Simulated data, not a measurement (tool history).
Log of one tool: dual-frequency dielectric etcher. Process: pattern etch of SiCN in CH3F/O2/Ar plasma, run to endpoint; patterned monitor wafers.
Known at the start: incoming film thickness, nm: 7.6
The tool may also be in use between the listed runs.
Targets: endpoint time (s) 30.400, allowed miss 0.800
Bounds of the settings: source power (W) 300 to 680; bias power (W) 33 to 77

{"run": 1, "hour": 0.0, "source power (W)": 490, "bias power (W)": 55, "endpoint time (s)": 24.595}
{"run": 2, "hour": 4.3, "source power (W)": 490, "bias power (W)": 59, "endpoint time (s)": 23.72}
{"run": 3, "hour": 6.9, "source power (W)": 490, "bias power (W)": 66, "endpoint time (s)": 22.613}
{"run": 4, "hour": 14.3, "source power (W)": 540, "bias power (W)": 66, "endpoint time (s)": 21.732}
{"run": 5, "hour": 21.5, "source power (W)": 470, "bias power (W)": 59, "endpoint time (s)": 24.296}
{"run": 6, "hour": 22.8, "source power (W)": 430, "bias power (W)": 59, "endpoint time (s)": 25.151}
{"run": 7, "hour": 31.7, "source power (W)": 390, "bias power (W)": 56, "endpoint time (s)": 26.395}
{"run": 8, "hour": 34.3, "source power (W)": 360, "bias power (W)": 53, "endpoint time (s)": 27.833}
{"run": 9, "hour": 43.1, "source power (W)": 340, "bias power (W)": 51, "endpoint time (s)": 29.19}
{"run": 10, "hour": 49.6, "source power (W)": 330, "bias power (W)": 51, "endpoint time (s)": 29.586}

4 next moves are on the table. One of them brings every result within its allowed miss. Which?
{"run": "A", "hour": 56.1, "source power (W)": 300, "bias power (W)": 51, "endpoint time (s)": "?"}
{"run": "B", "hour": 56.1, "source power (W)": 350, "bias power (W)": 54, "endpoint time (s)": "?"}
{"run": "C", "hour": 56.1, "source power (W)": 370, "bias power (W)": 50, "endpoint time (s)": "?"}
{"run": "D", "hour": 56.1, "source power (W)": 340, "bias power (W)": 53, "endpoint time (s)": "?"}

move=A endpoint_time_(s)=30.597
move=B endpoint_time_(s)=28.189
move=C endpoint_time_(s)=28.377
move=D endpoint_time_(s)=28.711
A: meets every target
B: further off than the last run
C: further off than the last run
D: further off than the last run
Answer: A
